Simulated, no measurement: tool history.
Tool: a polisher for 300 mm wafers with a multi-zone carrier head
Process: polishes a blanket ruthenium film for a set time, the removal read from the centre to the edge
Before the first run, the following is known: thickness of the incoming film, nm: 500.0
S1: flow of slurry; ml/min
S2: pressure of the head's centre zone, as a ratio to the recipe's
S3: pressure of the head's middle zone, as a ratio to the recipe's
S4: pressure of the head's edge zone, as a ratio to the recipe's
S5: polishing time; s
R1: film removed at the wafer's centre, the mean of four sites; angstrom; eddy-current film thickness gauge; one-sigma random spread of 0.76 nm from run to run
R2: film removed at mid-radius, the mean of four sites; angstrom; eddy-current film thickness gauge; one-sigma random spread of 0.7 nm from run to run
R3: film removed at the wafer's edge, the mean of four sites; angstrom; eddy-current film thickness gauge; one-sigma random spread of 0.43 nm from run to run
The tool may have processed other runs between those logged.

| run | hour | S1 | S2 | S3 | S4 | S5 | R1 | R2 | R3 |
|---|---|---|---|---|---|---|---|---|---|
| 1 | 0.0 | 170 | 1.00 | 1.00 | 1.00 | 76 | 736.88 | 718.84 | 738.77 |
| 2 | 7.5 | 170 | 0.92 | 1.00 | 1.00 | 76 | 700.43 | 715.96 | 725.91 |
| 3 | 14.7 | 170 | 0.92 | 1.04 | 1.00 | 76 | 700.83 | 742.05 | 721.48 |
| 4 | 21.5 | 170 | 0.92 | 1.04 | 1.00 | 63 | 582.68 | 630.79 | 607.79 |
| 5 | 27.8 | 170 | 0.87 | 1.04 | 1.00 | 63 | 545.65 | 625.15 | 607.93 |
| 6 | 28.8 | 170 | 0.84 | 1.04 | 1.00 | 63 | 545.94 | 624.75 | 609.91 |
| 7 | 33.5 | 160 | 0.85 | 1.00 | 0.99 | 63 | 544.48 | 600.46 | 602.41 |

Run 8 is up next; what results do you expect?
| 8 | 36.8 | 150 | 0.85 | 0.96 | 0.99 | 63 | ? | ? | ? |

For run 8 the tool returned R1 523.34 angstrom, R2 567.27 angstrom, R3 598.28 angstrom.

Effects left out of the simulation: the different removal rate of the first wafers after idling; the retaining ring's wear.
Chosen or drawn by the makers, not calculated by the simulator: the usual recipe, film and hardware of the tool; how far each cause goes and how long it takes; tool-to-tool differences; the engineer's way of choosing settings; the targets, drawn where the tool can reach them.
